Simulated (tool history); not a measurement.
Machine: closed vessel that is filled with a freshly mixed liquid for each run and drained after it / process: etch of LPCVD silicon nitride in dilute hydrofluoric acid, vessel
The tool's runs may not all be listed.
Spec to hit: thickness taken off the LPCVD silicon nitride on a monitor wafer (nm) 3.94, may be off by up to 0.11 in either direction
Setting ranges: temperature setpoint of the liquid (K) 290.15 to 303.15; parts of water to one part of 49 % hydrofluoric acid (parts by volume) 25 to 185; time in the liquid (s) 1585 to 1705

run	day	temperature setpoint of the liquid (K)	parts of water to one part of 49 % hydrofluoric acid (parts by volume)	time in the liquid (s)	thickness taken off the LPCVD silicon nitride on a monitor wafer (nm)
1	0	295.15	105	1585	6.5667
2	0.071	293.65	110	1585	5.6453
3	0.35	293.65	75	1585	8.197
4	0.583	293.65	75	1705	8.7854
5	0.917	292.65	90	1700	6.874
6	1.017	295.65	90	1700	8.4123
7	1.196	294.15	100	1700	6.8821
8	1.458	293.15	105	1700	6.1559
9	1.829	292.15	110	1700	5.4468
10	1.975	291.65	115	1700	5.1312
11	2.021	290.15	140	1695	3.7678

Below are 4 possible settings for the next run. Only one of them brings all results inside the allowed miss of their targets. Which is it?
A	2.067	290.15	135	1620	?
B	2.067	290.15	135	1590	?
C	2.067	290.15	140	1640	?
D	2.067	291.65	145	1635	?

move	thickness taken off the LPCVD silicon nitride on a monitor wafer (nm)
A	3.7359
B	3.6667
C	3.6517
D	3.8987
A: lands further from the targets than the last run did
B: lands further from the targets than the last run did
C: lands further from the targets than the last run did
D: each result inside its tolerance
Move D is the one to make.
